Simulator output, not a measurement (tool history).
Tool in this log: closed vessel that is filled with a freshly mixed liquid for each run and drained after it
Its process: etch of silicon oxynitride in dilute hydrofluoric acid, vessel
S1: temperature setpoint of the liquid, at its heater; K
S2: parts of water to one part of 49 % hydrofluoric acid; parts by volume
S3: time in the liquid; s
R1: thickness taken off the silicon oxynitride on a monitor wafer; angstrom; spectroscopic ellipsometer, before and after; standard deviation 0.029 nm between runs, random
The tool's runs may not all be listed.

| run | hour | S1 | S2 | S3 | R1 |
|---|---|---|---|---|---|
| 1 | 0.0 | 294.15 | 45 | 30 | 19.206 |
| 2 | 1.3 | 294.15 | 45 | 30 | 18.990 |
| 3 | 4.0 | 291.65 | 45 | 30 | 17.175 |
| 4 | 13.2 | 293.65 | 45 | 30 | 18.648 |
| 5 | 18.0 | 295.65 | 40 | 30 | 23.168 |
| 6 | 21.8 | 297.15 | 40 | 30 | 25.229 |
| 7 | 24.6 | 298.15 | 40 | 30 | 26.789 |
| 8 | 31.8 | 299.15 | 40 | 30 | 27.576 |
| 9 | 39.5 | 299.65 | 40 | 30 | 28.422 |
| 10 | 41.2 | 300.15 | 40 | 30 | 29.006 |

Predict the results of run 11:
| 11 | 46.3 | 300.15 | 40 | 30 | ? |

R1: 29.106 angstrom

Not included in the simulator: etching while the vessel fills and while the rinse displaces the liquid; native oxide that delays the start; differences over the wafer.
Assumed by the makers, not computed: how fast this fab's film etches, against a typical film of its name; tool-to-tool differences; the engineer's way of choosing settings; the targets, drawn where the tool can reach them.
